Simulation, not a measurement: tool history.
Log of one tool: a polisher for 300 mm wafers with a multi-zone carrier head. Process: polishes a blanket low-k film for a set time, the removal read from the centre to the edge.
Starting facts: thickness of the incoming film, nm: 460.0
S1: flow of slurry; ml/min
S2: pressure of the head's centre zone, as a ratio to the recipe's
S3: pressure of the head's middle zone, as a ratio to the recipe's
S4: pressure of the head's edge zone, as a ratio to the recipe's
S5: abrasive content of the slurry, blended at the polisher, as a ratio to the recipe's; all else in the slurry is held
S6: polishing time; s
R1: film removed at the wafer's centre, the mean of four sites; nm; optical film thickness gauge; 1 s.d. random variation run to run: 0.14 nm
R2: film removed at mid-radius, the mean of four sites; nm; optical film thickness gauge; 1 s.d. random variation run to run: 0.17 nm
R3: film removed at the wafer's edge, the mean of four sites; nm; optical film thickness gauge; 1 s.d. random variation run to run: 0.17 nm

run 1 hour=0 | S1=265 S2=1 S3=1 S4=1 S5=1 S6=39 | R1=10.987 R2=10.979 R3=10.74
run 2 hour=4.4 | S1=270 S2=0.97 S3=1.04 S4=1.05 S5=1.15 S6=40 | R1=11.93 R2=12.691 R3=12.467
run 3 hour=9.1 | S1=270 S2=0.97 S3=1.04 S4=1.12 S5=1.15 S6=40 | R1=11.902 R2=12.527 R3=13.035
run 4 hour=16.1 | S1=270 S2=0.93 S3=1.04 S4=1.12 S5=1.15 S6=40 | R1=11.354 R2=12.827 R3=13.06
run 5 hour=21.3 | S1=285 S2=0.93 S3=1.09 S4=1.13 S5=1.25 S6=40 | R1=12.193 R2=14.091 R3=13.411
run 6 hour=25.8 | S1=280 S2=0.91 S3=1.1 S4=1.14 S5=1.35 S6=41 | R1=12.674 R2=14.924 R3=14.519
run 7 hour=29.2 | S1=280 S2=0.91 S3=1.1 S4=1.14 S5=1.35 S6=41 | R1=12.77 R2=15.137 R3=14.248

For run 8, what comes out?
run 8 hour=35.8 | S1=285 S2=0.9 S3=1.1 S4=1.16 S5=1.4 S6=42 | R1=? R2=? R3=?

R1: 12.773 nm
R2: 15.546 nm
R3: 15.453 nm
